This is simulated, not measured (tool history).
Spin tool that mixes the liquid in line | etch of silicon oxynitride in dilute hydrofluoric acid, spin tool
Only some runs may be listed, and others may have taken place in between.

run	day	temperature setpoint of the liquid (K)	parts of water to one part of 49 % hydrofluoric acid (parts by volume)	time under the liquid (s)	thickness taken off the silicon oxynitride on a monitor wafer (angstrom)
1	0	297.15	55	310	145.46
2	0.375	297.15	70	310	110.93
3	0.492	297.15	70	330	119.62
4	0.562	298.15	65	330	132.37
5	0.621	298.15	55	330	164.46
6	0.883	298.15	75	330	116.73
7	1.229	299.15	70	330	133.15
8	1.354	299.65	65	330	147.27
9	1.454	300.15	60	330	165.61
10	1.612	300.65	55	330	179.92

Predict the results of run 11:
11	1.654	301.15	50	330	?

{"run 11": {"thickness taken off the silicon oxynitride on a monitor wafer (angstrom)": 207.03}}

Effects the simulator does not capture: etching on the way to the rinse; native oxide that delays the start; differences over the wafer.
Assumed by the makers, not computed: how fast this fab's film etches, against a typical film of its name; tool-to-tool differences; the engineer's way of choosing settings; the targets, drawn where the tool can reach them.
